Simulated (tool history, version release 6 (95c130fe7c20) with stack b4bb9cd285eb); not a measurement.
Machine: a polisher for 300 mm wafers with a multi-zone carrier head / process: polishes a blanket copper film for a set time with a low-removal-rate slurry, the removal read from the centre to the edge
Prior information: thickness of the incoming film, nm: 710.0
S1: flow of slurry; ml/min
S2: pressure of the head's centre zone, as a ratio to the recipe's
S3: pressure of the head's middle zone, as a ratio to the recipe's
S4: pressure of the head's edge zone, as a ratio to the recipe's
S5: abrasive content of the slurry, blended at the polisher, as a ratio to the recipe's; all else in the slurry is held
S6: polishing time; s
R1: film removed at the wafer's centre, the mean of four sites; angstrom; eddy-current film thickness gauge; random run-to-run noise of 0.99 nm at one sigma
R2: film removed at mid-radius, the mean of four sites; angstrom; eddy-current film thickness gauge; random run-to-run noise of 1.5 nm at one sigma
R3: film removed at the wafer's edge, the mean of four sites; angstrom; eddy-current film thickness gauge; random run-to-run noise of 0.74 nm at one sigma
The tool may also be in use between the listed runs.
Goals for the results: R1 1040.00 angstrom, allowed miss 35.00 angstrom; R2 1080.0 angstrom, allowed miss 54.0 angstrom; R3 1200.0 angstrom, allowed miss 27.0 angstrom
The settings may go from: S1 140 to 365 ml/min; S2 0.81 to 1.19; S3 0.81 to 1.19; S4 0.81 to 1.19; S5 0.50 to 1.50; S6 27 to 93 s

{"run": 1, "hour": 0.0, "S1": 235, "S2": 1.0, "S3": 1.0, "S4": 1.0, "S5": 1.0, "S6": 59, "R1": 1548.3, "R2": 1559.6, "R3": 1550.8}
{"run": 2, "hour": 3.4, "S1": 225, "S2": 0.96, "S3": 0.96, "S4": 0.98, "S5": 0.85, "S6": 58, "R1": 1368.3, "R2": 1392.6, "R3": 1439.9}
{"run": 3, "hour": 7.1, "S1": 215, "S2": 0.93, "S3": 0.93, "S4": 0.95, "S5": 0.8, "S6": 58, "R1": 1307.2, "R2": 1377.4, "R3": 1385.4}
{"run": 4, "hour": 13.6, "S1": 210, "S2": 0.92, "S3": 0.9, "S4": 0.96, "S5": 0.7, "S6": 57, "R1": 1231.4, "R2": 1233.4, "R3": 1323.1}
{"run": 5, "hour": 19.6, "S1": 210, "S2": 0.92, "S3": 0.9, "S4": 0.96, "S5": 0.7, "S6": 66, "R1": 1425.8, "R2": 1465.9, "R3": 1522.7}
{"run": 6, "hour": 21.8, "S1": 210, "S2": 0.92, "S3": 0.9, "S4": 0.96, "S5": 0.7, "S6": 60, "R1": 1292.9, "R2": 1293.9, "R3": 1390.6}
{"run": 7, "hour": 22.9, "S1": 200, "S2": 0.9, "S3": 0.88, "S4": 0.95, "S5": 0.65, "S6": 59, "R1": 1210.9, "R2": 1218.1, "R3": 1322.3}
{"run": 8, "hour": 28.6, "S1": 190, "S2": 0.88, "S3": 0.86, "S4": 0.94, "S5": 0.6, "S6": 59, "R1": 1157.2, "R2": 1168.3, "R3": 1292.8}
{"run": 9, "hour": 36.3, "S1": 165, "S2": 0.81, "S3": 0.82, "S4": 0.85, "S5": 0.5, "S6": 59, "R1": 970.89, "R2": 1059.7, "R3": 1153.1}
{"run": 10, "hour": 43.0, "S1": 175, "S2": 0.82, "S3": 0.82, "S4": 0.86, "S5": 0.5, "S6": 59, "R1": 1007.3, "R2": 1064.4, "R3": 1160.2}
{"run": 11, "hour": 47.3, "S1": 180, "S2": 0.82, "S3": 0.82, "S4": 0.87, "S5": 0.5, "S6": 59, "R1": 1001.4, "R2": 1046.0, "R3": 1160.6}
{"run": 12, "hour": 53.7, "S1": 180, "S2": 0.82, "S3": 0.83, "S4": 0.88, "S5": 0.5, "S6": 59, "R1": 1012.1, "R2": 1080.6, "R3": 1164.5}
{"run": 13, "hour": 61.6, "S1": 180, "S2": 0.82, "S3": 0.83, "S4": 0.89, "S5": 0.5, "S6": 59, "R1": 999.87, "R2": 1056.7, "R3": 1193.0}
{"run": 14, "hour": 69.0, "S1": 185, "S2": 0.82, "S3": 0.83, "S4": 0.89, "S5": 0.5, "S6": 59, "R1": 994.28, "R2": 1047.8, "R3": 1190.2}

Exactly one of the 5 candidate moves below puts every result within its allowed miss. Which one?
{"run": "A", "hour": 76.4, "S1": 190, "S2": 0.87, "S3": 0.86, "S4": 0.97, "S5": 0.55, "S6": 55, "R1": "?", "R2": "?", "R3": "?"}
{"run": "B", "hour": 76.4, "S1": 170, "S2": 0.95, "S3": 0.81, "S4": 0.9, "S5": 0.6, "S6": 54, "R1": "?", "R2": "?", "R3": "?"}
{"run": "C", "hour": 76.4, "S1": 195, "S2": 0.93, "S3": 0.84, "S4": 0.92, "S5": 0.5, "S6": 59, "R1": "?", "R2": "?", "R3": "?"}
{"run": "D", "hour": 76.4, "S1": 220, "S2": 0.81, "S3": 0.9, "S4": 0.85, "S5": 0.6, "S6": 57, "R1": "?", "R2": "?", "R3": "?"}
{"run": "E", "hour": 76.4, "S1": 155, "S2": 0.87, "S3": 0.81, "S4": 0.91, "S5": 0.6, "S6": 60, "R1": "?", "R2": "?", "R3": "?"}

move=A R1=1035.60 R2=1061.7 R3=1187.5
move=B R1=1119.10 R2=1001.6 R3=1142.1
move=C R1=1159.30 R2=1089.4 R3=1211.4
move=D R1=1045.90 R2=1194.3 R3=1203.5
move=E R1=1120.00 R2=1097.7 R3=1262.4
A: all results in spec
B: the result that was furthest off in the last run now lies on the other side of its target
C: the result that was furthest off in the last run now lies on the other side of its target
D: the furthest-off result lands on target, but another misses its tolerance
E: the result that was furthest off in the last run now lies on the other side of its target
A is the move that brings every result within its allowed miss.

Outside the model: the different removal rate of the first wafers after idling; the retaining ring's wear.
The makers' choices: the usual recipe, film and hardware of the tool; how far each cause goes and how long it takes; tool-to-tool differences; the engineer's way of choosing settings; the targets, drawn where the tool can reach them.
